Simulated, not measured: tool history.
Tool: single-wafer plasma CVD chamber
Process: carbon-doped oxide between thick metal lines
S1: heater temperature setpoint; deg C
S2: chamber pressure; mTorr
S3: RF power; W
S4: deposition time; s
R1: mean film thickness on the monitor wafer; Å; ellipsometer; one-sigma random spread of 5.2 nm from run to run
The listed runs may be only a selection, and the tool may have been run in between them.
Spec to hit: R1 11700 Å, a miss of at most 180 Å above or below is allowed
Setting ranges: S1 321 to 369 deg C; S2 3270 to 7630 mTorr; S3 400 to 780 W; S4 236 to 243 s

| run | hour | S1 | S2 | S3 | S4 | R1 |
|---|---|---|---|---|---|---|
| 1 | 0.0 | 345 | 5450 | 590 | 236 | 13082 |
| 2 | 2.2 | 347 | 5170 | 585 | 236 | 12887 |
| 3 | 8.9 | 349 | 4930 | 575 | 236 | 12748 |
| 4 | 14.3 | 349 | 3950 | 575 | 236 | 12326 |
| 5 | 16.7 | 350 | 3820 | 570 | 236 | 12208 |
| 6 | 20.2 | 350 | 3820 | 570 | 236 | 12252 |
| 7 | 28.2 | 350 | 3820 | 570 | 236 | 12204 |
| 8 | 36.3 | 351 | 3720 | 565 | 236 | 12210 |
| 9 | 38.7 | 351 | 3660 | 555 | 236 | 12105 |
| 10 | 44.0 | 351 | 3590 | 550 | 236 | 11902 |
| 11 | 46.5 | 351 | 3590 | 550 | 236 | 11920 |
| 12 | 54.3 | 351 | 3530 | 550 | 236 | 11858 |
| 13 | 60.0 | 351 | 3480 | 550 | 236 | 11936 |

Which single option among these 5 for the next run brings every result within its allowed miss of target? Just one does.
| A | 65.7 | 350 | 3490 | 555 | 240 | ? |
| B | 65.7 | 350 | 3270 | 520 | 243 | ? |
| C | 65.7 | 347 | 3300 | 530 | 243 | ? |
| D | 65.7 | 340 | 3310 | 500 | 236 | ? |
| E | 65.7 | 346 | 3280 | 580 | 238 | ? |

| move | R1 |
|---|---|
| A | 12200 |
| B | 11994 |
| C | 12176 |
| D | 11800 |
| E | 12335 |
A: moves away from the targets compared with the last run
B: moves away from the targets compared with the last run
C: moves away from the targets compared with the last run
D: hits every target within its allowed miss
E: moves away from the targets compared with the last run
D is the move that brings every result within its allowed miss.
